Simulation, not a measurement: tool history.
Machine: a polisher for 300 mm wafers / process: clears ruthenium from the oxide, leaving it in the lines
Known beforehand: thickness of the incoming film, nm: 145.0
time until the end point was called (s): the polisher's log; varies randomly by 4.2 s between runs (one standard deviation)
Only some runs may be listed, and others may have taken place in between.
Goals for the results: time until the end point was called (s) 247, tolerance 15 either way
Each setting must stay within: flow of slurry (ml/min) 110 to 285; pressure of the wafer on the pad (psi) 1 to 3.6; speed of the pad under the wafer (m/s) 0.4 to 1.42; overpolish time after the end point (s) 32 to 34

run  hour  flow of slurry (ml/min)  pressure of the wafer on the pad (psi)  speed of the pad under the wafer (m/s)  overpolish time after the end point (s)  time until the end point was called (s)
  1     0                      180                                     2.3                                     0.9                                       32                                   185.57
  2   3.2                      180                                     2.1                                     0.9                                       32                                   201.76
  3   4.7                      180                                     2.1                                    1.02                                       32                                    184.4
  4   8.6                      180                                     2.1                                    0.88                                       32                                   205.77
  5  16.5                      180                                     2.1                                    0.88                                       32                                   206.34
  6  19.9                      180                                       2                                    0.88                                       32                                   216.73
  7  26.1                      180                                       2                                    0.88                                       32                                   216.19
  8    31                      180                                     1.9                                    0.88                                       32                                   226.58
  9  32.1                      180                                     1.9                                    0.88                                       32                                    229.2

Exactly one of the 5 candidate moves below puts every result within its allowed miss. Which one?
  A  33.2                      110                                     2.1                                    0.92                                       34                                        ?
  B  33.2                      160                                     1.7                                    0.94                                       32                                        ?
  C  33.2                      130                                     2.3                                    0.84                                       32                                        ?
  D  33.2                      175                                     1.6                                    0.84                                       32                                        ?
  E  33.2                      170                                     2.6                                    0.68                                       32                                        ?

move  time until the end point was called (s)
   A                                   211.79
   B                                   233.21
   C                                   202.84
   D                                   271.36
   E                                   209.17
A: misses by more than the last run did
B: every result lands within tolerance
C: misses by more than the last run did
D: takes the biggest miss from the last run beyond its target
E: misses by more than the last run did
Move B is the one to make.
